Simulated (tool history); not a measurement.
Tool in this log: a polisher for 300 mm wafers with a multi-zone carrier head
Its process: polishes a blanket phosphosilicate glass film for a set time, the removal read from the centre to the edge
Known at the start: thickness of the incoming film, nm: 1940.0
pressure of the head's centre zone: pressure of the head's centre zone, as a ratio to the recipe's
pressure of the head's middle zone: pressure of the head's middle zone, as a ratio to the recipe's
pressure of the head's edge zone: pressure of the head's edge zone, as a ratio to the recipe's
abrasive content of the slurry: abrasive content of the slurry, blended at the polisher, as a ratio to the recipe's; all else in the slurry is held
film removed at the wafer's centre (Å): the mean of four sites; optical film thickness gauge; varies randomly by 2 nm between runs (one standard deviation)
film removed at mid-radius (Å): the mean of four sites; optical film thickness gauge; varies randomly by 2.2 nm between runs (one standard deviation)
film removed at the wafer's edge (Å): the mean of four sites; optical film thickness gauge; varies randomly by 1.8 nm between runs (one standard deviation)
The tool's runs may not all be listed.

| run | hour | flow of slurry (ml/min) | pressure of the head's centre zone | pressure of the head's middle zone | pressure of the head's edge zone | abrasive content of the slurry | polishing time (s) | film removed at the wafer's centre (Å) | film removed at mid-radius (Å) | film removed at the wafer's edge (Å) |
|---|---|---|---|---|---|---|---|---|---|---|
| 1 | 0.0 | 120 | 1.00 | 1.00 | 1.00 | 1.00 | 45 | 3632.0 | 3622.3 | 3686.6 |
| 2 | 6.1 | 115 | 1.01 | 0.96 | 0.99 | 0.90 | 41 | 3111.0 | 2978.1 | 3125.3 |
| 3 | 11.0 | 115 | 1.01 | 0.96 | 0.99 | 0.90 | 30 | 2276.3 | 2136.8 | 2281.8 |
| 4 | 11.9 | 115 | 1.01 | 1.04 | 0.99 | 0.90 | 30 | 2289.6 | 2320.7 | 2294.2 |
| 5 | 20.5 | 110 | 1.02 | 1.00 | 0.98 | 0.85 | 30 | 2170.0 | 2163.8 | 2214.1 |
| 6 | 29.2 | 105 | 1.05 | 0.96 | 0.96 | 0.80 | 30 | 2165.3 | 1954.0 | 2100.6 |
| 7 | 37.3 | 105 | 1.05 | 0.96 | 0.96 | 0.80 | 30 | 2145.7 | 2017.1 | 2060.7 |

The next listed run, before its measurement:
| 8 | 41.3 | 100 | 1.06 | 0.93 | 0.97 | 0.80 | 30 | ? | ? | ? |

{"run 8": {"film removed at the wafer's centre (Å)": 2106.1, "film removed at mid-radius (Å)": 1910.5, "film removed at the wafer's edge (Å)": 2102.8}}

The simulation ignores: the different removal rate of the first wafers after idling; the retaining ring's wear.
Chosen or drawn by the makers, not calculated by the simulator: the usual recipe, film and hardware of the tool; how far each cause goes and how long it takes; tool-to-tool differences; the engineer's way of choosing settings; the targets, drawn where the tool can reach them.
